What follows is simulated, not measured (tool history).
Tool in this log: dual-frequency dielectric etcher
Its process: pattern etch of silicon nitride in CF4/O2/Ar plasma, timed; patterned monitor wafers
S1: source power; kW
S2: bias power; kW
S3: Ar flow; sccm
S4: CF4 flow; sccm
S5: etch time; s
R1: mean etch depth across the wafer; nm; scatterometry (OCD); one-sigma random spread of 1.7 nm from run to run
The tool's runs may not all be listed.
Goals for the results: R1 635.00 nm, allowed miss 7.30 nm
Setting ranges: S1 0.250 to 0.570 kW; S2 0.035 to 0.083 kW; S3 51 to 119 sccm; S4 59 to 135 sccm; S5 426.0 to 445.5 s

Run 1, hour 0.0: S1 0.410 kW, S2 0.059 kW, S3 85 sccm, S4 97 sccm, S5 426.0 s. Result: R1 692.35 nm.
Run 2, hour 3.2: S1 0.450 kW, S2 0.059 kW, S3 85 sccm, S4 97 sccm, S5 426.0 s. Result: R1 756.76 nm.
Run 3, hour 10.2: S1 0.450 kW, S2 0.059 kW, S3 90 sccm, S4 97 sccm, S5 426.0 s. Result: R1 751.49 nm.
Run 4, hour 16.5: S1 0.450 kW, S2 0.059 kW, S3 90 sccm, S4 106 sccm, S5 426.0 s. Result: R1 761.74 nm.
Run 5, hour 19.8: S1 0.430 kW, S2 0.059 kW, S3 90 sccm, S4 106 sccm, S5 426.0 s. Result: R1 731.43 nm.
Run 6, hour 23.0: S1 0.430 kW, S2 0.064 kW, S3 90 sccm, S4 106 sccm, S5 426.0 s. Result: R1 745.70 nm.
Run 7, hour 30.2: S1 0.410 kW, S2 0.064 kW, S3 90 sccm, S4 106 sccm, S5 426.0 s. Result: R1 713.26 nm.
Run 8, hour 32.5: S1 0.400 kW, S2 0.064 kW, S3 90 sccm, S4 106 sccm, S5 426.0 s. Result: R1 698.66 nm.
Run 9, hour 39.0: S1 0.390 kW, S2 0.064 kW, S3 90 sccm, S4 106 sccm, S5 426.0 s. Result: R1 680.39 nm.
Run 10, hour 41.6: S1 0.380 kW, S2 0.064 kW, S3 90 sccm, S4 106 sccm, S5 426.0 s. Result: R1 665.03 nm.
Run 11, hour 50.4: S1 0.370 kW, S2 0.064 kW, S3 90 sccm, S4 106 sccm, S5 426.0 s. Result: R1 651.27 nm.

Which single option among these 4 for the next run brings every result within its allowed miss of target? Just one does.
Run A, hour 59.2: S1 0.360 kW, S2 0.065 kW, S3 90 sccm, S4 106 sccm, S5 436.5 s. Result: R1 ?.
Run B, hour 59.2: S1 0.370 kW, S2 0.065 kW, S3 88 sccm, S4 101 sccm, S5 426.5 s. Result: R1 ?.
Run C, hour 59.2: S1 0.330 kW, S2 0.074 kW, S3 105 sccm, S4 118 sccm, S5 445.5 s. Result: R1 ?.
Run D, hour 59.2: S1 0.340 kW, S2 0.073 kW, S3 89 sccm, S4 112 sccm, S5 438.5 s. Result: R1 ?.

move      R1
   A  657.25
   B  655.02
   C  640.55
   D  651.72
A: misses by more than the last run did
B: misses by more than the last run did
C: each result inside its tolerance
D: roughly where the last run was
The right move is C.

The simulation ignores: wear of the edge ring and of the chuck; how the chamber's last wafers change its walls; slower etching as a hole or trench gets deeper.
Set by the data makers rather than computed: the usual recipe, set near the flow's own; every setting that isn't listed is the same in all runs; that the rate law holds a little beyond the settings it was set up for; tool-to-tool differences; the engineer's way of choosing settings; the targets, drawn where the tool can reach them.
